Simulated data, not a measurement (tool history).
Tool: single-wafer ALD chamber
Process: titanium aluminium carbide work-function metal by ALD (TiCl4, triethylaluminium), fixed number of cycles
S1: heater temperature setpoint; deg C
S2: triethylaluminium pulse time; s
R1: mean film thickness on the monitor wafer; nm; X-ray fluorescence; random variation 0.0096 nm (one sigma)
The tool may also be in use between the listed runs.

Run 1, hour 0.0: S1 295 deg C, S2 10.37 s. Result: R1 2.0530 nm.
Run 2, hour 6.0: S1 303 deg C, S2 10.37 s. Result: R1 2.1247 nm.
Run 3, hour 14.0: S1 293 deg C, S2 10.37 s. Result: R1 2.0639 nm.
Run 4, hour 19.1: S1 290 deg C, S2 9.59 s. Result: R1 1.9751 nm.
Run 5, hour 25.8: S1 299 deg C, S2 9.59 s. Result: R1 2.0676 nm.
Run 6, hour 33.5: S1 295 deg C, S2 9.59 s. Result: R1 2.0627 nm.
Run 7, hour 42.2: S1 292 deg C, S2 8.90 s. Result: R1 2.0007 nm.
Run 8, hour 50.1: S1 290 deg C, S2 8.29 s. Result: R1 1.9565 nm.
Run 9, hour 56.3: S1 288 deg C, S2 7.75 s. Result: R1 1.8940 nm.

Forecast run 10:
Run 10, hour 56.9: S1 286 deg C, S2 7.41 s. Result: R1 ?.

{"run 10": {"R1": 1.8745}}
